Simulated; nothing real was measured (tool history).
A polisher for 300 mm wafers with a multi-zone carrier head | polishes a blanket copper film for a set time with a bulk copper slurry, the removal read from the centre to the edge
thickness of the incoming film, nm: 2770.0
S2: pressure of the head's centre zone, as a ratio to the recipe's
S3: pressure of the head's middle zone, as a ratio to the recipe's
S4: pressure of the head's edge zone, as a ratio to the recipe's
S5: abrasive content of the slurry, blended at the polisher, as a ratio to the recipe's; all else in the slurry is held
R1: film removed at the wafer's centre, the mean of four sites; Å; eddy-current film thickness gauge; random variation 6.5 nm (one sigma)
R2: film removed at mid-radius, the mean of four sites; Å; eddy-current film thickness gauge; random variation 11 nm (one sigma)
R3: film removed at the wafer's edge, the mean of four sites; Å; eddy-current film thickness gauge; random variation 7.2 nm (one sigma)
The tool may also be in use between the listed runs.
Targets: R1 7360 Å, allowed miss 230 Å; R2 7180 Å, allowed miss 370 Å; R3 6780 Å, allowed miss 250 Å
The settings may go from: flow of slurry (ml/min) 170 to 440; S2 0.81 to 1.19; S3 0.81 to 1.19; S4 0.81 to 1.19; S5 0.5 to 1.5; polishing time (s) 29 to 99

run 1 hour=0 | flow_of_slurry_(ml/min)=280 S2=1 S3=1 S4=1 S5=1 polishing_time_(s)=64 | R1=5439.4 R2=5431.8 R3=5666.7
run 2 hour=6.5 | flow_of_slurry_(ml/min)=280 S2=1 S3=1 S4=1 S5=0.85 polishing_time_(s)=64 | R1=5262.1 R2=5171.2 R3=5500.7
run 3 hour=13.8 | flow_of_slurry_(ml/min)=290 S2=1.05 S3=1.04 S4=1.03 S5=1 polishing_time_(s)=65 | R1=5842.9 R2=5804.8 R3=5851.3
run 4 hour=20.9 | flow_of_slurry_(ml/min)=290 S2=1.09 S3=1.04 S4=1.03 S5=1 polishing_time_(s)=65 | R1=6110.5 R2=5591.9 R3=5759.9
run 5 hour=21.7 | flow_of_slurry_(ml/min)=250 S2=1.09 S3=1.04 S4=1.03 S5=1 polishing_time_(s)=65 | R1=5994.5 R2=5702.7 R3=5734.9
run 6 hour=30.5 | flow_of_slurry_(ml/min)=250 S2=1.09 S3=1.04 S4=1.11 S5=1 polishing_time_(s)=65 | R1=5944.1 R2=5528.4 R3=5979.7
run 7 hour=32.2 | flow_of_slurry_(ml/min)=255 S2=1.12 S3=1.08 S4=1.12 S5=1.15 polishing_time_(s)=66 | R1=6458.2 R2=6194.9 R3=6235.2
run 8 hour=35.4 | flow_of_slurry_(ml/min)=255 S2=1.12 S3=1.08 S4=1.12 S5=1.15 polishing_time_(s)=66 | R1=6438.3 R2=6154.9 R3=6268

Which of these 5 next moves meets every target?
run A hour=38.6 | flow_of_slurry_(ml/min)=220 S2=1.12 S3=1.1 S4=0.99 S5=1.35 polishing_time_(s)=73 | R1=? R2=? R3=?
run B hour=38.6 | flow_of_slurry_(ml/min)=270 S2=1.15 S3=0.97 S4=1.16 S5=0.8 polishing_time_(s)=75 | R1=? R2=? R3=?
run C hour=38.6 | flow_of_slurry_(ml/min)=275 S2=1.19 S3=0.9 S4=1.19 S5=1.05 polishing_time_(s)=67 | R1=? R2=? R3=?
run D hour=38.6 | flow_of_slurry_(ml/min)=230 S2=1.19 S3=1.14 S4=1 S5=1.35 polishing_time_(s)=75 | R1=? R2=? R3=?
run E hour=38.6 | flow_of_slurry_(ml/min)=300 S2=0.98 S3=0.99 S4=1.16 S5=1.45 polishing_time_(s)=65 | R1=? R2=? R3=?

move=A R1=7264.7 R2=7017.8 R3=6736.8
move=B R1=6892.4 R2=5908.7 R3=6699.3
move=C R1=6826.1 R2=5371 R3=6511.5
move=D R1=7959.9 R2=7444.1 R3=6981.1
move=E R1=6037 R2=6109 R3=6799.2
A: meets every target
B: nearer than the last run, and not there yet
C: further off than the last run
D: takes the result that was furthest off past its target
E: further off than the last run
The right move is A.
